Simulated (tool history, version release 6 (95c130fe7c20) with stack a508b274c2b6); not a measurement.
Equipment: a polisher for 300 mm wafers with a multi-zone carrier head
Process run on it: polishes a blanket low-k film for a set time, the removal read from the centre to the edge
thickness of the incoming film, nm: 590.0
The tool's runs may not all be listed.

run	hour	flow of slurry (ml/min)	pressure of the head's centre zone	pressure of the head's middle zone	pressure of the head's edge zone	abrasive content of the slurry	polishing time (s)	film removed at the wafer's centre (angstrom)	film removed at mid-radius (angstrom)	film removed at the wafer's edge (angstrom)
1	0.0	170	1.00	1.00	1.00	1.0	58	144.92	145.31	140.21
2	6.9	170	1.00	1.00	1.00	1.0	72	176.01	176.72	176.37
3	13.9	165	0.99	1.00	0.99	1.0	72	179.25	179.13	172.45
4	18.8	165	0.99	1.00	0.91	1.0	72	177.93	176.76	165.60
5	20.9	160	0.98	1.00	0.91	1.0	72	174.84	181.37	167.44
6	28.5	160	0.97	0.99	0.91	1.0	72	178.98	177.30	167.39
7	36.2	160	0.96	0.99	0.92	1.0	72	173.30	171.51	169.42

Run 8, settings as shown, results not yet in. Your forecast:
8	41.0	155	0.95	1.00	0.92	1.0	72	?	?	?

{"run 8": {"film removed at the wafer's centre (angstrom)": 168.37, "film removed at mid-radius (angstrom)": 175.12, "film removed at the wafer's edge (angstrom)": 167.22}}
